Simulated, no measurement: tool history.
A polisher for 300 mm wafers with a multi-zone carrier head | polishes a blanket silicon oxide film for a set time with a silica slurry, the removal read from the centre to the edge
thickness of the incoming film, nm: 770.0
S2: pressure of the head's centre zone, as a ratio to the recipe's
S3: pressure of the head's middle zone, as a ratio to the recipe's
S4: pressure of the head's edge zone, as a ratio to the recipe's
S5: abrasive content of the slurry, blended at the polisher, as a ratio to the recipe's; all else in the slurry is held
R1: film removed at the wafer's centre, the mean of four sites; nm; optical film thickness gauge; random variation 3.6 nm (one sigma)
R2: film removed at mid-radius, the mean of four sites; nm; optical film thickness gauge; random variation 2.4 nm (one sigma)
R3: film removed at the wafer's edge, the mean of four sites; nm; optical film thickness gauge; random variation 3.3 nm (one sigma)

Run 1, hour 0.0: flow of slurry (ml/min) 225, S2 1.00, S3 1.00, S4 1.00, S5 1.00, polishing time (s) 71. Result: R1 176.13 nm, R2 176.79 nm, R3 168.31 nm.
Run 2, hour 8.7: flow of slurry (ml/min) 240, S2 1.05, S3 1.00, S4 1.05, S5 1.15, polishing time (s) 78. Result: R1 219.56 nm, R2 209.71 nm, R3 212.85 nm.
Run 3, hour 11.9: flow of slurry (ml/min) 260, S2 1.10, S3 1.01, S4 1.04, S5 1.25, polishing time (s) 82. Result: R1 259.26 nm, R2 234.97 nm, R3 231.22 nm.
Run 4, hour 13.7: flow of slurry (ml/min) 270, S2 1.13, S3 1.02, S4 1.07, S5 1.35, polishing time (s) 84. Result: R1 275.84 nm, R2 254.08 nm, R3 250.61 nm.
Run 5, hour 14.9: flow of slurry (ml/min) 270, S2 1.19, S3 1.02, S4 1.07, S5 1.35, polishing time (s) 84. Result: R1 290.24 nm, R2 251.50 nm, R3 249.26 nm.
Run 6, hour 19.6: flow of slurry (ml/min) 245, S2 1.19, S3 1.02, S4 1.07, S5 1.35, polishing time (s) 84. Result: R1 293.56 nm, R2 249.48 nm, R3 249.12 nm.
Run 7, hour 20.9: flow of slurry (ml/min) 240, S2 1.19, S3 1.01, S4 1.08, S5 1.40, polishing time (s) 88. Result: R1 307.60 nm, R2 264.18 nm, R3 263.76 nm.
Run 8, hour 26.3: flow of slurry (ml/min) 255, S2 1.19, S3 1.00, S4 1.08, S5 1.45, polishing time (s) 91. Result: R1 330.21 nm, R2 273.02 nm, R3 275.87 nm.

Forecast run 9:
Run 9, hour 34.3: flow of slurry (ml/min) 260, S2 1.19, S3 1.00, S4 1.10, S5 1.45, polishing time (s) 93. Result: R1 ?, R2 ?, R3 ?.

{"run 9": {"R1": 334.8, "R2": 285.39, "R3": 283.4}}
